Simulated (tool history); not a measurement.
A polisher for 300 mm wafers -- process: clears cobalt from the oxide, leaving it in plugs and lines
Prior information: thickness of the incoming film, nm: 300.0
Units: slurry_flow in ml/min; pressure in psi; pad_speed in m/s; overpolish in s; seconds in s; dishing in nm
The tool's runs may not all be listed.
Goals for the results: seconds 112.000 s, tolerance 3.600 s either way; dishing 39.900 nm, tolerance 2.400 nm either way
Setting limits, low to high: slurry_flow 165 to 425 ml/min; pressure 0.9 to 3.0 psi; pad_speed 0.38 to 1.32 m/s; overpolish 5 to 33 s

{"run": 1, "day": 0.0, "slurry_flow": 275, "pressure": 1.9, "pad_speed": 0.84, "overpolish": 17, "seconds": 72.407, "dishing": 50.988}
{"run": 2, "day": 0.329, "slurry_flow": 275, "pressure": 1.7, "pad_speed": 0.84, "overpolish": 17, "seconds": 79.751, "dishing": 45.663}
{"run": 3, "day": 0.438, "slurry_flow": 320, "pressure": 1.7, "pad_speed": 0.84, "overpolish": 17, "seconds": 79.33, "dishing": 47.618}
{"run": 4, "day": 0.767, "slurry_flow": 320, "pressure": 1.5, "pad_speed": 0.84, "overpolish": 18, "seconds": 89.84, "dishing": 45.46}
{"run": 5, "day": 0.975, "slurry_flow": 320, "pressure": 1.4, "pad_speed": 0.84, "overpolish": 18, "seconds": 96.525, "dishing": 42.21}
{"run": 6, "day": 1.142, "slurry_flow": 380, "pressure": 1.4, "pad_speed": 0.84, "overpolish": 18, "seconds": 93.397, "dishing": 43.268}
{"run": 7, "day": 1.358, "slurry_flow": 380, "pressure": 1.3, "pad_speed": 0.84, "overpolish": 18, "seconds": 100.74, "dishing": 40.113}
{"run": 8, "day": 1.642, "slurry_flow": 380, "pressure": 1.3, "pad_speed": 0.84, "overpolish": 19, "seconds": 101.83, "dishing": 43.222}
{"run": 9, "day": 1.85, "slurry_flow": 370, "pressure": 1.1, "pad_speed": 0.84, "overpolish": 19, "seconds": 118.19, "dishing": 38.42}
{"run": 10, "day": 1.954, "slurry_flow": 375, "pressure": 1.1, "pad_speed": 0.84, "overpolish": 19, "seconds": 120.27, "dishing": 37.637}
{"run": 11, "day": 2.042, "slurry_flow": 380, "pressure": 1.1, "pad_speed": 0.84, "overpolish": 19, "seconds": 121.95, "dishing": 38.627}
{"run": 12, "day": 2.383, "slurry_flow": 385, "pressure": 1.1, "pad_speed": 0.84, "overpolish": 19, "seconds": 117.91, "dishing": 39.376}
{"run": 13, "day": 2.554, "slurry_flow": 390, "pressure": 1.1, "pad_speed": 0.84, "overpolish": 19, "seconds": 118.4, "dishing": 37.341}

Exercise: of the 4 proposed moves below, exactly one satisfies all targets within the stated allowed misses. Which move is it?
{"run": "A", "day": 2.725, "slurry_flow": 400, "pressure": 1.6, "pad_speed": 0.64, "overpolish": 24, "seconds": "?", "dishing": "?"}
{"run": "B", "day": 2.725, "slurry_flow": 325, "pressure": 1.3, "pad_speed": 0.76, "overpolish": 19, "seconds": "?", "dishing": "?"}
{"run": "C", "day": 2.725, "slurry_flow": 335, "pressure": 1.0, "pad_speed": 1.02, "overpolish": 22, "seconds": "?", "dishing": "?"}
{"run": "D", "day": 2.725, "slurry_flow": 370, "pressure": 1.1, "pad_speed": 0.78, "overpolish": 19, "seconds": "?", "dishing": "?"}

move=A seconds=107.150 dishing=48.575
move=B seconds=114.530 dishing=39.102
move=C seconds=112.740 dishing=44.095
move=D seconds=129.880 dishing=35.516
A: the result that was furthest off in the last run now lies on the other side of its target
B: meets every target
C: the worst result of the last run now meets its target, but another is out of spec
D: the biggest miss grows against the last run
Move B is the one to make.
